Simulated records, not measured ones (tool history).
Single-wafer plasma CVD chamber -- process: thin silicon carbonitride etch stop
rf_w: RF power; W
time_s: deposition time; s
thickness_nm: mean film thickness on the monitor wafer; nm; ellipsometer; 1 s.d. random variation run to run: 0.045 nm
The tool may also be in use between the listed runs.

{"run": 1, "hour": 0.0, "rf_w": 245, "time_s": 17.7, "thickness_nm": 10.754}
{"run": 2, "hour": 6.5, "rf_w": 260, "time_s": 17.7, "thickness_nm": 10.863}
{"run": 3, "hour": 8.1, "rf_w": 265, "time_s": 18.0, "thickness_nm": 11.144}
{"run": 4, "hour": 16.1, "rf_w": 270, "time_s": 18.3, "thickness_nm": 11.361}
{"run": 5, "hour": 20.3, "rf_w": 275, "time_s": 18.5, "thickness_nm": 11.507}
{"run": 6, "hour": 23.8, "rf_w": 280, "time_s": 18.7, "thickness_nm": 11.763}
{"run": 7, "hour": 24.6, "rf_w": 285, "time_s": 18.9, "thickness_nm": 11.911}
{"run": 8, "hour": 25.3, "rf_w": 290, "time_s": 19.1, "thickness_nm": 12.043}
{"run": 9, "hour": 29.3, "rf_w": 295, "time_s": 19.3, "thickness_nm": 12.134}
{"run": 10, "hour": 30.7, "rf_w": 295, "time_s": 19.3, "thickness_nm": 12.256}

Forecast run 11:
{"run": 11, "hour": 32.8, "rf_w": 300, "time_s": 19.4, "thickness_nm": "?"}

Logged for run 11: thickness_nm 12.327 nm.
